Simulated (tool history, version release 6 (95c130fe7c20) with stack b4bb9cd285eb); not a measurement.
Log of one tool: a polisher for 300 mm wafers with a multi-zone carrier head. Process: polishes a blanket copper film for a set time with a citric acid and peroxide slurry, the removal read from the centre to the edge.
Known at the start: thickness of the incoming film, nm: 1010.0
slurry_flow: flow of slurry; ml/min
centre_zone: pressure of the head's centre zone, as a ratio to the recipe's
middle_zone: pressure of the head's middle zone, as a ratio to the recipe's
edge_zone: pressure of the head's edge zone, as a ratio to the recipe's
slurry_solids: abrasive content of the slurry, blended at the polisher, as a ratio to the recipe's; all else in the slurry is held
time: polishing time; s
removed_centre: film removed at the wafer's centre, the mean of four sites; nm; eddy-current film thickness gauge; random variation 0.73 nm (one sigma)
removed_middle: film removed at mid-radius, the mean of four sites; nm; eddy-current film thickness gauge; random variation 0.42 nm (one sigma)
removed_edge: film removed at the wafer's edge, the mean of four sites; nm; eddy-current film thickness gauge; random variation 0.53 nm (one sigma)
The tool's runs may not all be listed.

Run 1, hour 0: slurry_flow 280 ml/min, centre_zone 1, middle_zone 1, edge_zone 1, slurry_solids 1, time 37 s. Result: removed_centre 108.39 nm, removed_middle 109.77 nm, removed_edge 107.5 nm.
Run 2, hour 4.6: slurry_flow 280 ml/min, centre_zone 1, middle_zone 1, edge_zone 1, slurry_solids 0.9, time 37 s. Result: removed_centre 106.35 nm, removed_middle 106.09 nm, removed_edge 104.85 nm.
Run 3, hour 7.3: slurry_flow 280 ml/min, centre_zone 1.08, middle_zone 1, edge_zone 1, slurry_solids 0.9, time 37 s. Result: removed_centre 115.62 nm, removed_middle 105.2 nm, removed_edge 104.71 nm.
Run 4, hour 9.1: slurry_flow 275 ml/min, centre_zone 1.07, middle_zone 0.98, edge_zone 0.99, slurry_solids 0.85, time 36 s. Result: removed_centre 106.89 nm, removed_middle 99.604 nm, removed_edge 98.956 nm.
Run 5, hour 13.8: slurry_flow 275 ml/min, centre_zone 1.07, middle_zone 0.98, edge_zone 0.91, slurry_solids 0.85, time 36 s. Result: removed_centre 108.97 nm, removed_middle 98.38 nm, removed_edge 96.157 nm.
Run 6, hour 18.9: slurry_flow 270 ml/min, centre_zone 1.07, middle_zone 0.96, edge_zone 0.92, slurry_solids 0.8, time 35 s. Result: removed_centre 103.07 nm, removed_middle 92.109 nm, removed_edge 90.869 nm.
Run 7, hour 26.1: slurry_flow 265 ml/min, centre_zone 1.07, middle_zone 0.94, edge_zone 0.94, slurry_solids 0.75, time 34 s. Result: removed_centre 97.994 nm, removed_middle 86.183 nm, removed_edge 87.552 nm.
Run 8, hour 34.2: slurry_flow 260 ml/min, centre_zone 1.07, middle_zone 0.93, edge_zone 0.95, slurry_solids 0.7, time 34 s. Result: removed_centre 94.348 nm, removed_middle 84.346 nm, removed_edge 85.665 nm.
Run 9, hour 35.4: slurry_flow 255 ml/min, centre_zone 1.08, middle_zone 0.92, edge_zone 0.96, slurry_solids 0.7, time 34 s. Result: removed_centre 94.08 nm, removed_middle 82.484 nm, removed_edge 84.137 nm.
Run 10, hour 40.5: slurry_flow 255 ml/min, centre_zone 1.09, middle_zone 0.91, edge_zone 0.98, slurry_solids 0.7, time 34 s. Result: removed_centre 95.791 nm, removed_middle 80.27 nm, removed_edge 86.044 nm.
Run 11, hour 43.4: slurry_flow 255 ml/min, centre_zone 1.09, middle_zone 0.91, edge_zone 0.98, slurry_solids 0.7, time 34 s. Result: removed_centre 96.149 nm, removed_middle 81.917 nm, removed_edge 86.953 nm.

Run 12 comes next. What will it give?
Run 12, hour 52.1: slurry_flow 250 ml/min, centre_zone 1.09, middle_zone 0.9, edge_zone 0.98, slurry_solids 0.7, time 34 s. Result: removed_centre ?, removed_middle ?, removed_edge ?.

{"run 12": {"removed_centre": 97.143, "removed_middle": 80.842, "removed_edge": 85.411}}
